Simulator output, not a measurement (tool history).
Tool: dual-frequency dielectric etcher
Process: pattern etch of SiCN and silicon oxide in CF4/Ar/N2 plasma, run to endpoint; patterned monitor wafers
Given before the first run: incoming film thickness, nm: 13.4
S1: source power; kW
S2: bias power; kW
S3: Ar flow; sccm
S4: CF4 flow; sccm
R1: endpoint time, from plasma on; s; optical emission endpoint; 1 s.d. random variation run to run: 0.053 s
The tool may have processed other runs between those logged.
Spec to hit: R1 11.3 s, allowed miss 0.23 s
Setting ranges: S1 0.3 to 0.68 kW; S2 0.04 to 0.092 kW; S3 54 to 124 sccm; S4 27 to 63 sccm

| run | hour | S1 | S2 | S3 | S4 | R1 |
|---|---|---|---|---|---|---|
| 1 | 0 | 0.49 | 0.066 | 89 | 45 | 15.135 |
| 2 | 1.6 | 0.51 | 0.066 | 89 | 45 | 14.603 |
| 3 | 2.7 | 0.53 | 0.066 | 89 | 45 | 14.299 |
| 4 | 7.7 | 0.55 | 0.067 | 89 | 45 | 13.774 |
| 5 | 15.9 | 0.55 | 0.067 | 89 | 39 | 14.167 |
| 6 | 20.9 | 0.55 | 0.067 | 89 | 42 | 13.925 |
| 7 | 28.2 | 0.57 | 0.067 | 89 | 42 | 13.541 |
| 8 | 32.6 | 0.58 | 0.067 | 89 | 42 | 13.404 |
| 9 | 34.4 | 0.59 | 0.068 | 89 | 42 | 13.142 |
| 10 | 35.4 | 0.6 | 0.069 | 89 | 42 | 12.845 |
| 11 | 38.4 | 0.61 | 0.069 | 89 | 42 | 12.53 |
| 12 | 47.4 | 0.62 | 0.069 | 89 | 42 | 12.486 |
| 13 | 52.9 | 0.63 | 0.069 | 89 | 42 | 12.328 |
| 14 | 54.3 | 0.64 | 0.069 | 89 | 42 | 12.222 |
| 15 | 56.4 | 0.66 | 0.071 | 88 | 42 | 11.777 |

Pick the move, out of 4, that brings all results within their allowed miss; only one does.
| A | 58.5 | 0.66 | 0.074 | 85 | 36 | ? |
| B | 58.5 | 0.67 | 0.073 | 81 | 41 | ? |
| C | 58.5 | 0.66 | 0.064 | 74 | 46 | ? |
| D | 58.5 | 0.57 | 0.078 | 77 | 39 | ? |

| move | R1 |
|---|---|
| A | 11.668 |
| B | 11.26 |
| C | 11.794 |
| D | 12.428 |
A: better than the last run, though not everything is in spec
B: every result lands within tolerance
C: about the same distance from the targets as the last run
D: lands further from the targets than the last run did
Go with B: it meets all targets.
